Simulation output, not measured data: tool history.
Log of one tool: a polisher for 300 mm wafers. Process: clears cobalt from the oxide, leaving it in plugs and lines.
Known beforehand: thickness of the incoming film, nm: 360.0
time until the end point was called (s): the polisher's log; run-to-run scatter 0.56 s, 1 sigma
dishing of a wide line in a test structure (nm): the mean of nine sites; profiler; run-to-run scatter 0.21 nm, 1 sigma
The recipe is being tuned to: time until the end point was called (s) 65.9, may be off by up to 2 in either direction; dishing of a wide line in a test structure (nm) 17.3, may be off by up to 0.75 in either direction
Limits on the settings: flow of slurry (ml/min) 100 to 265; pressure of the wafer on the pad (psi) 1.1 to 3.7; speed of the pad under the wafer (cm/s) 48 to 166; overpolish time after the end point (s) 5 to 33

| run | hour | flow of slurry (ml/min) | pressure of the wafer on the pad (psi) | speed of the pad under the wafer (cm/s) | overpolish time after the end point (s) | time until the end point was called (s) | dishing of a wide line in a test structure (nm) |
|---|---|---|---|---|---|---|---|
| 1 | 0 | 170 | 2.4 | 106 | 17 | 56.831 | 20.543 |
| 2 | 4.2 | 170 | 2.9 | 106 | 17 | 47.588 | 21.396 |
| 3 | 5 | 170 | 2.7 | 106 | 17 | 50.545 | 20.424 |
| 4 | 10.7 | 170 | 2.5 | 106 | 17 | 54.544 | 20.96 |
| 5 | 18.5 | 165 | 2.4 | 108 | 14 | 55.801 | 20.429 |
| 6 | 25.9 | 145 | 2.4 | 108 | 14 | 56.775 | 20.679 |
| 7 | 26.7 | 170 | 2.2 | 110 | 12 | 59.422 | 20.527 |
| 8 | 33 | 165 | 2.1 | 112 | 10 | 61.438 | 19.809 |
| 9 | 42 | 185 | 2 | 114 | 9 | 62.515 | 18.828 |
| 10 | 46.6 | 195 | 2 | 114 | 8 | 62.462 | 18.506 |
| 11 | 53 | 200 | 2 | 114 | 7 | 60.907 | 17.842 |
| 12 | 54.7 | 205 | 1.9 | 114 | 6 | 63.805 | 16.831 |
| 13 | 56.3 | 200 | 1.9 | 114 | 6 | 64.056 | 16.134 |
| 14 | 60.6 | 195 | 1.9 | 114 | 6 | 64.164 | 16.232 |
| 15 | 66.7 | 190 | 1.9 | 114 | 6 | 63.529 | 16.526 |

4 next moves are on the table. One of them brings every result within its allowed miss. Which?
| A | 72.8 | 105 | 2 | 130 | 11 | ? | ? |
| B | 72.8 | 185 | 1.9 | 112 | 7 | ? | ? |
| C | 72.8 | 180 | 2 | 116 | 10 | ? | ? |
| D | 72.8 | 180 | 2.4 | 90 | 10 | ? | ? |

| move | time until the end point was called (s) | dishing of a wide line in a test structure (nm) |
|---|---|---|
| A | 61.335 | 20.005 |
| B | 65.83 | 17.318 |
| C | 60.9 | 19.689 |
| D | 65.577 | 19.38 |
A: the biggest miss grows against the last run
B: meets every target
C: the biggest miss grows against the last run
D: the furthest-off result lands on target, but another misses its tolerance
B is the move that brings every result within its allowed miss.
